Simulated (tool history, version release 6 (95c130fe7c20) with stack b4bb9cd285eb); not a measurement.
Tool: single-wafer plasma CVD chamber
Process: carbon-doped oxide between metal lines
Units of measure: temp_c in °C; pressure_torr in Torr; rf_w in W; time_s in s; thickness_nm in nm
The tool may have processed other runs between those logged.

| run | day | temp_c | pressure_torr | rf_w | time_s | thickness_nm |
|---|---|---|---|---|---|---|
| 1 | 0.000 | 375 | 4.89 | 530 | 23.9 | 123.14 |
| 2 | 0.321 | 375 | 4.89 | 605 | 23.9 | 136.28 |
| 3 | 0.567 | 375 | 5.71 | 605 | 23.9 | 139.73 |
| 4 | 0.808 | 375 | 5.79 | 610 | 23.9 | 142.23 |
| 5 | 1.033 | 364 | 5.79 | 610 | 23.9 | 145.74 |
| 6 | 1.358 | 364 | 5.84 | 610 | 23.9 | 147.02 |
| 7 | 1.400 | 364 | 5.88 | 610 | 23.9 | 144.61 |
| 8 | 1.762 | 364 | 5.92 | 615 | 23.9 | 147.57 |
| 9 | 2.038 | 364 | 5.96 | 615 | 23.9 | 147.11 |
| 10 | 2.246 | 364 | 6.00 | 615 | 23.9 | 147.26 |
| 11 | 2.396 | 364 | 6.04 | 615 | 23.9 | 146.60 |
| 12 | 2.438 | 364 | 6.06 | 620 | 23.9 | 148.30 |
| 13 | 2.750 | 364 | 6.09 | 620 | 23.9 | 148.64 |
| 14 | 3.071 | 364 | 6.12 | 620 | 23.9 | 148.47 |

Forecast run 15:
| 15 | 3.217 | 364 | 6.15 | 620 | 23.9 | ? |

thickness_nm: 148.70 nm

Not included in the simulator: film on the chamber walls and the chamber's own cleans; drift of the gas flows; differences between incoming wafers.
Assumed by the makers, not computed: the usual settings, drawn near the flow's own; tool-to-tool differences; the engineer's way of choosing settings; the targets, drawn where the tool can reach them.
